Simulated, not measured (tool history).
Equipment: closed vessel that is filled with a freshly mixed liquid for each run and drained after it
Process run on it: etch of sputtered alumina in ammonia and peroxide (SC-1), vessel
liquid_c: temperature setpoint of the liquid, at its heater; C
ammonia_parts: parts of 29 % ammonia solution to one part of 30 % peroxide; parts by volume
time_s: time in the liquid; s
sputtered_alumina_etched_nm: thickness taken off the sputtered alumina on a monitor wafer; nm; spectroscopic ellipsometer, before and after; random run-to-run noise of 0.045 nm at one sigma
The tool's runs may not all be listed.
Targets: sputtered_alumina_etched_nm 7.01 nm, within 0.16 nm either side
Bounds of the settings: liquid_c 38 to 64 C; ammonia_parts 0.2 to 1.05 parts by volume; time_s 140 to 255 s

Run 1, hour 0: liquid_c 48 C, ammonia_parts 0.55 parts by volume, time_s 255 s. Result: sputtered_alumina_etched_nm 11.288 nm.
Run 2, hour 3.2: liquid_c 48 C, ammonia_parts 0.4 parts by volume, time_s 255 s. Result: sputtered_alumina_etched_nm 11.023 nm.
Run 3, hour 9.2: liquid_c 48 C, ammonia_parts 0.4 parts by volume, time_s 255 s. Result: sputtered_alumina_etched_nm 11.154 nm.
Run 4, hour 17.5: liquid_c 48 C, ammonia_parts 0.2 parts by volume, time_s 255 s. Result: sputtered_alumina_etched_nm 10.307 nm.
Run 5, hour 20.1: liquid_c 46 C, ammonia_parts 0.2 parts by volume, time_s 255 s. Result: sputtered_alumina_etched_nm 9.2477 nm.
Run 6, hour 25.9: liquid_c 44.5 C, ammonia_parts 0.2 parts by volume, time_s 255 s. Result: sputtered_alumina_etched_nm 8.452 nm.
Run 7, hour 33.9: liquid_c 43.5 C, ammonia_parts 0.2 parts by volume, time_s 255 s. Result: sputtered_alumina_etched_nm 7.9918 nm.
Run 8, hour 34.7: liquid_c 43 C, ammonia_parts 0.2 parts by volume, time_s 255 s. Result: sputtered_alumina_etched_nm 7.7867 nm.

4 next moves are on the table. One of them brings every result within its allowed miss. Which?
Run A, hour 35.5: liquid_c 39 C, ammonia_parts 0.35 parts by volume, time_s 255 s. Result: sputtered_alumina_etched_nm ?.
Run B, hour 35.5: liquid_c 44.5 C, ammonia_parts 0.2 parts by volume, time_s 255 s. Result: sputtered_alumina_etched_nm ?.
Run C, hour 35.5: liquid_c 44 C, ammonia_parts 0.2 parts by volume, time_s 255 s. Result: sputtered_alumina_etched_nm ?.
Run D, hour 35.5: liquid_c 40.5 C, ammonia_parts 0.3 parts by volume, time_s 255 s. Result: sputtered_alumina_etched_nm ?.

move  sputtered_alumina_etched_nm
   A                       6.5082
   B                        8.502
   C                       8.2617
   D                       7.0079
A: carries the result that was furthest off beyond its target, to the other side
B: the biggest miss grows against the last run
C: the biggest miss grows against the last run
D: meets every target
The move that meets every target is D.
